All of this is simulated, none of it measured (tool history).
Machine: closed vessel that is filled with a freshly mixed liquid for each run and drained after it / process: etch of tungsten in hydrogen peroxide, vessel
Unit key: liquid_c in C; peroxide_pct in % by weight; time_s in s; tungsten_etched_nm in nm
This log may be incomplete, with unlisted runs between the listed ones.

run,hour,liquid_c,peroxide_pct,time_s,tungsten_etched_nm
1,0.0,48.0,20.5,100,212.05
2,3.9,46.0,20.5,100,185.03
3,6.2,50.5,20.5,100,244.17
4,7.1,44.0,20.5,100,164.44
5,13.6,43.0,20.5,100,152.47
6,19.6,43.0,22.0,100,159.61
7,22.7,42.0,22.0,100,149.27
8,28.4,41.5,22.0,100,144.54
9,31.5,41.0,22.0,100,140.61
10,38.5,40.5,22.0,100,136.70
11,45.2,40.0,22.0,100,129.51

Estimate the outcome of run 12 from the log above:
12,51.2,40.0,22.0,100,?

Run 12 produced tungsten_etched_nm 131.13 nm.
